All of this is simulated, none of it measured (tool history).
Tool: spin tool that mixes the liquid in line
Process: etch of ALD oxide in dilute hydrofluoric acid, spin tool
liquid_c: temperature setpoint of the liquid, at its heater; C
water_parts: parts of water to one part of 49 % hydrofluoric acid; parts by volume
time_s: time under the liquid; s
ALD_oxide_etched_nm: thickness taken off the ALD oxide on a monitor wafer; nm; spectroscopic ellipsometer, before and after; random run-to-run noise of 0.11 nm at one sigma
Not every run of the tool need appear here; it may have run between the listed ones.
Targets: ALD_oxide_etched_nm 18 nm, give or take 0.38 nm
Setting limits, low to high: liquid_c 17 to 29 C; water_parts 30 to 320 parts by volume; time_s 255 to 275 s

{"run": 1, "hour": 0.0, "liquid_c": 21, "water_parts": 175, "time_s": 255, "ALD_oxide_etched_nm": 24.753}
{"run": 2, "hour": 4.5, "liquid_c": 24.5, "water_parts": 175, "time_s": 255, "ALD_oxide_etched_nm": 28.548}
{"run": 3, "hour": 8.0, "liquid_c": 27, "water_parts": 175, "time_s": 255, "ALD_oxide_etched_nm": 31.252}
{"run": 4, "hour": 15.9, "liquid_c": 28.5, "water_parts": 175, "time_s": 255, "ALD_oxide_etched_nm": 32.747}
{"run": 5, "hour": 21.1, "liquid_c": 26, "water_parts": 180, "time_s": 255, "ALD_oxide_etched_nm": 28.936}
{"run": 6, "hour": 28.1, "liquid_c": 24, "water_parts": 185, "time_s": 255, "ALD_oxide_etched_nm": 25.999}
{"run": 7, "hour": 30.7, "liquid_c": 22.5, "water_parts": 190, "time_s": 255, "ALD_oxide_etched_nm": 23.478}
{"run": 8, "hour": 36.6, "liquid_c": 21.5, "water_parts": 190, "time_s": 255, "ALD_oxide_etched_nm": 22.847}
{"run": 9, "hour": 44.0, "liquid_c": 20.5, "water_parts": 195, "time_s": 255, "ALD_oxide_etched_nm": 21.339}
{"run": 10, "hour": 46.2, "liquid_c": 19.5, "water_parts": 195, "time_s": 255, "ALD_oxide_etched_nm": 20.216}
{"run": 11, "hour": 52.8, "liquid_c": 17, "water_parts": 195, "time_s": 255, "ALD_oxide_etched_nm": 18.581}

Below are 4 possible settings for the next run. Only one of them brings all results inside the allowed miss of their targets. Which is it?
{"run": "A", "hour": 59.4, "liquid_c": 17, "water_parts": 205, "time_s": 275, "ALD_oxide_etched_nm": "?"}
{"run": "B", "hour": 59.4, "liquid_c": 18, "water_parts": 190, "time_s": 255, "ALD_oxide_etched_nm": "?"}
{"run": "C", "hour": 59.4, "liquid_c": 18, "water_parts": 195, "time_s": 255, "ALD_oxide_etched_nm": "?"}
{"run": "D", "hour": 59.4, "liquid_c": 17, "water_parts": 215, "time_s": 275, "ALD_oxide_etched_nm": "?"}

move=A ALD_oxide_etched_nm=18.913
move=B ALD_oxide_etched_nm=19.965
move=C ALD_oxide_etched_nm=19.361
move=D ALD_oxide_etched_nm=17.871
A: further off than the last run
B: further off than the last run
C: further off than the last run
D: each result inside its tolerance
Go with D: it meets all targets.
